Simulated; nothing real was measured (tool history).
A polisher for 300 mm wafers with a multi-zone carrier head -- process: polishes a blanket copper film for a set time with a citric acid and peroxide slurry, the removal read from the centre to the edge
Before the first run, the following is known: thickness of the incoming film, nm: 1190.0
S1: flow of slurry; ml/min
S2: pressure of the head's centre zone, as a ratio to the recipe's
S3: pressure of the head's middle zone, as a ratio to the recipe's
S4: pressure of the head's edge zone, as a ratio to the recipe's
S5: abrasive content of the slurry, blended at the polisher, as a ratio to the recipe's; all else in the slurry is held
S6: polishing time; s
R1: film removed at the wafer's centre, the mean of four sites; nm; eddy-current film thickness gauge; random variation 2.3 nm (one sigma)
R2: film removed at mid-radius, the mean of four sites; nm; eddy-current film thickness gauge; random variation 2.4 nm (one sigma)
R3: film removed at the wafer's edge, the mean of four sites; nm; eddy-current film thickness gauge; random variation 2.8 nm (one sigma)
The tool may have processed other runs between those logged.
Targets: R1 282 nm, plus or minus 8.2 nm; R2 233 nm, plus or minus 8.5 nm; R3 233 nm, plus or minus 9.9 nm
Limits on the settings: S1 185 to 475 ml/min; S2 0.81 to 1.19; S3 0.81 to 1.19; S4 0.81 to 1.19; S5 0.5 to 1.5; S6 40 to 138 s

| run | hour | S1 | S2 | S3 | S4 | S5 | S6 | R1 | R2 | R3 |
|---|---|---|---|---|---|---|---|---|---|---|
| 1 | 0 | 305 | 1 | 1 | 1 | 1 | 88 | 207.34 | 202.65 | 209.72 |
| 2 | 3.3 | 320 | 1.06 | 1.01 | 1.01 | 1.1 | 89 | 226.54 | 210.88 | 212.25 |
| 3 | 10 | 320 | 1.06 | 1.01 | 1.09 | 1.1 | 89 | 226.77 | 211.64 | 218.46 |
| 4 | 14.7 | 320 | 1.02 | 1.01 | 1.09 | 1.1 | 89 | 215.01 | 211.19 | 221.81 |
| 5 | 22.5 | 320 | 1.02 | 1.05 | 1.09 | 1.1 | 89 | 215.37 | 215.06 | 225.58 |
| 6 | 31.4 | 320 | 1.02 | 1.05 | 1.05 | 1.1 | 89 | 218.25 | 216.44 | 214.77 |
| 7 | 39.9 | 320 | 1.07 | 1.04 | 1.07 | 1.2 | 90 | 233.38 | 222.52 | 222.49 |
|  | 40.6 | edge zone pressure recalibrated |
| 8 | 40.6 | 330 | 1.11 | 1.02 | 1.08 | 1.25 | 91 | 248.33 | 221.85 | 219.66 |
| 9 | 41.4 | 325 | 1.13 | 1.01 | 1.1 | 1.3 | 93 | 258.77 | 227.37 | 224.91 |

Below are 5 possible settings for the next run. Only one of them brings all results inside the allowed miss of their targets. Which is it?
| A | 42.2 | 345 | 1.13 | 1.03 | 1.09 | 1.3 | 94 | ? | ? | ? |
| B | 42.2 | 295 | 1.12 | 0.86 | 1.18 | 1.3 | 99 | ? | ? | ? |
| C | 42.2 | 320 | 1.06 | 1.11 | 0.96 | 1.5 | 98 | ? | ? | ? |
| D | 42.2 | 305 | 1.08 | 0.84 | 1.19 | 1.4 | 100 | ? | ? | ? |
| E | 42.2 | 370 | 1.17 | 0.99 | 1.05 | 0.7 | 105 | ? | ? | ? |

| move | R1 | R2 | R3 |
|---|---|---|---|
| A | 256.51 | 231.81 | 232.35 |
| B | 263.12 | 213.03 | 252.4 |
| C | 255.2 | 258.73 | 231.38 |
| D | 260.5 | 215.15 | 259.77 |
| E | 274.51 | 233.31 | 235.66 |
A: moves away from the targets compared with the last run
B: better than the last run, though not everything is in spec
C: moves away from the targets compared with the last run
D: about the same distance from the targets as the last run
E: each result inside its tolerance
Answer: E
